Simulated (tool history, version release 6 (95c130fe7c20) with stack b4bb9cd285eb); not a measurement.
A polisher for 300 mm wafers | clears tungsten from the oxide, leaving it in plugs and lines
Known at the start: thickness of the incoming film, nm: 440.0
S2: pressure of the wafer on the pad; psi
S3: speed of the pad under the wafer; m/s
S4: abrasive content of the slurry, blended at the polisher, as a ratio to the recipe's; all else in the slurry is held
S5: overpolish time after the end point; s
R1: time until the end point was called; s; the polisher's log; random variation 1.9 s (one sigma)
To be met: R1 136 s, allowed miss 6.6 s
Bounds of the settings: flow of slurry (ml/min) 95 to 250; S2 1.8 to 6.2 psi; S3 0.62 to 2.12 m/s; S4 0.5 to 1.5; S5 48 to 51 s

{"run": 1, "hour": 0.0, "flow of slurry (ml/min)": 160, "S2": 4, "S3": 1.36, "S4": 1, "S5": 48, "R1": 59.678}
{"run": 2, "hour": 3.3, "flow of slurry (ml/min)": 160, "S2": 4, "S3": 1.64, "S4": 1, "S5": 48, "R1": 48.849}
{"run": 3, "hour": 9.6, "flow of slurry (ml/min)": 160, "S2": 3.5, "S3": 1.5, "S4": 1, "S5": 48, "R1": 60.141}
{"run": 4, "hour": 18.5, "flow of slurry (ml/min)": 160, "S2": 3.5, "S3": 1.5, "S4": 1, "S5": 51, "R1": 61.555}
{"run": 5, "hour": 21.9, "flow of slurry (ml/min)": 160, "S2": 3.5, "S3": 1.38, "S4": 1, "S5": 51, "R1": 68.69}
{"run": 6, "hour": 29.0, "flow of slurry (ml/min)": 160, "S2": 4.5, "S3": 1.38, "S4": 1, "S5": 51, "R1": 52.754}
{"run": 7, "hour": 33.1, "flow of slurry (ml/min)": 160, "S2": 3.9, "S3": 1.3, "S4": 1, "S5": 51, "R1": 64.114}
{"run": 8, "hour": 38.8, "flow of slurry (ml/min)": 160, "S2": 3.5, "S3": 1.24, "S4": 1, "S5": 51, "R1": 74.326}

Which of these 5 next moves meets every target?
{"run": "A", "hour": 44.5, "flow of slurry (ml/min)": 190, "S2": 6.2, "S3": 2.06, "S4": 0.7, "S5": 48, "R1": "?"}
{"run": "B", "hour": 44.5, "flow of slurry (ml/min)": 145, "S2": 1.8, "S3": 0.94, "S4": 1.2, "S5": 51, "R1": "?"}
{"run": "C", "hour": 44.5, "flow of slurry (ml/min)": 180, "S2": 2.4, "S3": 0.86, "S4": 0.95, "S5": 49, "R1": "?"}
{"run": "D", "hour": 44.5, "flow of slurry (ml/min)": 175, "S2": 3, "S3": 0.72, "S4": 1.15, "S5": 49, "R1": "?"}
{"run": "E", "hour": 44.5, "flow of slurry (ml/min)": 115, "S2": 2.5, "S3": 0.92, "S4": 0.9, "S5": 49, "R1": "?"}

move=A R1=27.375
move=B R1=170.97
move=C R1=146.43
move=D R1=132.83
move=E R1=146.53
A: further off than the last run
B: takes the result that was furthest off past its target
C: takes the result that was furthest off past its target
D: meets every target
E: takes the result that was furthest off past its target
Answer: D
